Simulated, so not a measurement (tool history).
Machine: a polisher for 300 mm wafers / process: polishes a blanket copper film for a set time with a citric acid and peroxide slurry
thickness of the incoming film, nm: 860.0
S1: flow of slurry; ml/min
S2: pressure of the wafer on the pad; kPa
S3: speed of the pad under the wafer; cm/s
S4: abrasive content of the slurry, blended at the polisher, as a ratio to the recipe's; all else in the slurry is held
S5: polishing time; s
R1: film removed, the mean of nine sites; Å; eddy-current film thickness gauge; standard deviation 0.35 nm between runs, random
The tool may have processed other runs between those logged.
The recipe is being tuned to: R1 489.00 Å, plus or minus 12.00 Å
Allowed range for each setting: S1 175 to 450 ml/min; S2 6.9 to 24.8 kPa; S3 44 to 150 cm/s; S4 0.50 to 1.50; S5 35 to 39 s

run,day,S1,S2,S3,S4,S5,R1
1,0.000,290,15.9,96,1.00,39,673.12
2,0.304,290,15.9,96,1.00,39,666.44
3,0.450,290,15.9,96,0.85,39,659.62
4,0.733,290,15.9,96,0.70,39,630.65
5,0.817,290,15.9,118,0.70,39,742.70
6,0.942,290,14.5,118,0.70,39,698.22
7,1.246,290,13.1,118,0.70,39,641.32
8,1.404,290,11.7,118,0.70,39,587.22
9,1.746,290,11.0,118,0.70,39,561.08
10,1.767,290,10.3,118,0.70,39,533.79
11,1.817,285,9.7,118,0.70,39,500.98
12,2.058,280,9.7,118,0.70,39,502.03
13,2.329,275,9.7,118,0.70,39,499.78

Exactly one of the 5 candidate moves below puts every result within its allowed miss. Which one?
A,2.600,285,17.9,72,0.60,39,?
B,2.600,275,9.7,122,0.60,38,?
C,2.600,270,10.3,100,0.80,39,?
D,2.600,275,9.7,122,0.70,39,?
E,2.600,265,10.3,130,0.60,37,?

move,R1
A,524.50
B,485.90
C,464.80
D,512.47
E,525.54
A: further off than the last run
B: meets every target
C: moves the result that the last run missed by most past its target, out the other side
D: further off than the last run
E: further off than the last run
Correct choice: B, which meets every target
